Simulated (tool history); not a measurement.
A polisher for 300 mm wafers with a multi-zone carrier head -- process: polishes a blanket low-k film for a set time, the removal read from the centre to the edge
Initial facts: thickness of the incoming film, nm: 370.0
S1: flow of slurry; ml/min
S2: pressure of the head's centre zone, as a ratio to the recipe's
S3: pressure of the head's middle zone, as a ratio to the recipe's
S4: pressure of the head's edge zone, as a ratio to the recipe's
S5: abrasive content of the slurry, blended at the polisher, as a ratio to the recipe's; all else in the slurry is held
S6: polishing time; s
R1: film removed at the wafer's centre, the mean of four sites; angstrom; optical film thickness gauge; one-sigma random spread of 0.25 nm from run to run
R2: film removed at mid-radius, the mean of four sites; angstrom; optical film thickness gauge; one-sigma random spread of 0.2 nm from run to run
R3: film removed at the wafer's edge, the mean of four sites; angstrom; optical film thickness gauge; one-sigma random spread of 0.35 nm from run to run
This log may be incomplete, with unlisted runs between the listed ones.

run    day   S1    S2    S3    S4    S5  S6      R1      R2      R3
  1  0.000  215  1.00  1.00  1.00  1.00  64  203.06  192.21  192.04
  2  0.238  220  1.00  1.02  1.02  1.05  64  209.57  199.48  196.62
  3  0.488  220  0.99  1.03  1.04  1.10  64  207.21  205.60  201.62
  4  0.604  220  0.99  1.04  1.05  1.15  64  212.10  210.67  206.98
     0.662  -- centre zone pressure recalibrated
  5  0.662  220  1.07  1.04  1.05  1.15  64  212.49  211.21  209.94
  6  0.888  220  1.07  1.04  1.05  1.15  78  265.22  259.16  250.36
  7  1.071  215  1.06  1.05  1.07  1.15  78  258.27  258.24  254.24

The next listed run, before its measurement:
  8  1.279  210  1.05  1.06  1.08  1.15  78   ?   ?   ?

Run 8 yielded R1 263.21 angstrom, R2 261.67 angstrom, R3 250.87 angstrom.
